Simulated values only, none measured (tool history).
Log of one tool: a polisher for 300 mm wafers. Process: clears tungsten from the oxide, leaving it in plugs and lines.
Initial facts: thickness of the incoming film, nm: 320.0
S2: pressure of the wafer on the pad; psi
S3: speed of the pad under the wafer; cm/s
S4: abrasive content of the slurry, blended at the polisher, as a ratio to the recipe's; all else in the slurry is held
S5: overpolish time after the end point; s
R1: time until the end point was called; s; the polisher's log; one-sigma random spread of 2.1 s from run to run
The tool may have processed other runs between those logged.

run 1 day=0.000 | flow_of_slurry_(ml/min)=205 S2=2.6 S3=102 S4=1.0 S5=15 | R1=91.086
run 2 day=0.338 | flow_of_slurry_(ml/min)=205 S2=2.6 S3=112 S4=1.0 S5=15 | R1=83.471
run 3 day=0.496 | flow_of_slurry_(ml/min)=205 S2=2.6 S3=112 S4=1.0 S5=16 | R1=82.587
run 4 day=0.750 | flow_of_slurry_(ml/min)=205 S2=2.2 S3=110 S4=1.0 S5=16 | R1=103.120
run 5 day=1.046 | flow_of_slurry_(ml/min)=205 S2=2.2 S3=110 S4=1.0 S5=16 | R1=99.330
run 6 day=1.175 | flow_of_slurry_(ml/min)=205 S2=2.6 S3=110 S4=1.0 S5=16 | R1=83.883
run 7 day=1.221 | flow_of_slurry_(ml/min)=205 S2=2.3 S3=108 S4=1.0 S5=16 | R1=99.379

Predict the results of run 8:
run 8 day=1.379 | flow_of_slurry_(ml/min)=205 S2=2.1 S3=108 S4=1.0 S5=16 | R1=?

For run 8 the tool returned R1 105.830 s.

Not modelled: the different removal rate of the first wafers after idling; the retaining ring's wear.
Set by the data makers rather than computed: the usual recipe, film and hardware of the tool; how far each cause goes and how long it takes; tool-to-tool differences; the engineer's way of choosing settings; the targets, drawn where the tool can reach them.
